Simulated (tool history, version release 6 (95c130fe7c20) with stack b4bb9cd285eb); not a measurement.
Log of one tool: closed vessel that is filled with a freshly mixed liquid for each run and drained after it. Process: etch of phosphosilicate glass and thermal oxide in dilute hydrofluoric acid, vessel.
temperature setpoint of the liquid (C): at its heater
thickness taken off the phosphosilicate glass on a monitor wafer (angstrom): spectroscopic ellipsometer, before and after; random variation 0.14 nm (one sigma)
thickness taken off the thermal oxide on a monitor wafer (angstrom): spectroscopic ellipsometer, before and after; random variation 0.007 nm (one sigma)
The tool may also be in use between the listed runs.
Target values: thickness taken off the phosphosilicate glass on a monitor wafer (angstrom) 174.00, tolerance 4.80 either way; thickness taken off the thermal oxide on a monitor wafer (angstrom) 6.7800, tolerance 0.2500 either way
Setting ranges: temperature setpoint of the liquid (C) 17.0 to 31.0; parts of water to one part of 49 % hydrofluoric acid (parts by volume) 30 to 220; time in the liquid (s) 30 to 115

run	day	temperature setpoint of the liquid (C)	parts of water to one part of 49 % hydrofluoric acid (parts by volume)	time in the liquid (s)	thickness taken off the phosphosilicate glass on a monitor wafer (angstrom)	thickness taken off the thermal oxide on a monitor wafer (angstrom)
1	0.000	23.0	125	60	528.93	20.5790
2	0.038	21.5	145	60	415.23	16.2150
3	0.154	20.5	160	60	358.60	14.2730
4	0.521	17.5	160	60	317.90	12.5330
5	0.804	17.0	160	60	311.04	12.0260
6	1.183	17.0	175	60	281.18	10.9290
7	1.567	17.0	185	60	261.10	10.4400
8	1.717	17.0	185	60	263.42	10.1220
9	1.804	17.0	190	60	257.32	9.8481
10	1.917	17.0	195	55	227.39	8.7696
11	2.121	17.0	200	55	221.58	8.6586
12	2.429	17.0	205	55	211.77	8.3555
13	2.567	17.0	220	50	180.25	7.0716
14	2.629	17.0	220	45	162.88	6.3886
15	2.938	17.5	220	45	165.54	6.3948
16	2.996	18.0	220	45	166.47	6.5706

Consider the 4 candidate settings below. Which is the only one whose results all fall within their allowed miss of target?
A	3.054	17.0	205	45	?	?
B	3.054	17.0	215	45	?	?
C	3.054	20.5	180	30	?	?
D	3.054	23.0	210	40	?	?

move	thickness taken off the phosphosilicate glass on a monitor wafer (angstrom)	thickness taken off the thermal oxide on a monitor wafer (angstrom)
A	176.71	6.7535
B	166.97	6.3813
C	157.71	6.0273
D	192.18	7.3449
A: meets every target
B: no better and no worse than the last run
C: moves away from the targets compared with the last run
D: takes the biggest miss from the last run beyond its target
The move that meets every target is A.

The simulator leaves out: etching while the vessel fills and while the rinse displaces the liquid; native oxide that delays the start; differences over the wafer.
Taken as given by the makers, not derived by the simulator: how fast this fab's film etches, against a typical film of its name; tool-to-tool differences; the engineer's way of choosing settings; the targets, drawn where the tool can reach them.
